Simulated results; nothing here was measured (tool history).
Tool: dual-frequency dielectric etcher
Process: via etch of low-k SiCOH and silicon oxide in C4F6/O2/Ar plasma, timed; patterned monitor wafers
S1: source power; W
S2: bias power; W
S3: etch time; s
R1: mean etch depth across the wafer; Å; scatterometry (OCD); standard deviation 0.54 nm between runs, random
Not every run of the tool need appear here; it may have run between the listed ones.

run 1 hour=0.0 | S1=380 S2=141 S3=35.5 | R1=841.68
run 2 hour=7.5 | S1=400 S2=144 S3=35.5 | R1=870.61
run 3 hour=10.9 | S1=400 S2=144 S3=32.5 | R1=797.49
run 4 hour=12.7 | S1=410 S2=150 S3=33.0 | R1=828.92
run 5 hour=19.1 | S1=410 S2=150 S3=32.5 | R1=821.55
run 6 hour=22.1 | S1=420 S2=155 S3=33.0 | R1=849.13
-- hour=27.4 source power generator calibrated
run 7 hour=27.4 | S1=430 S2=159 S3=33.0 | R1=889.61

Expected results for the next run?
run 8 hour=28.2 | S1=440 S2=160 S3=33.0 | R1=?

R1: 896.15 Å
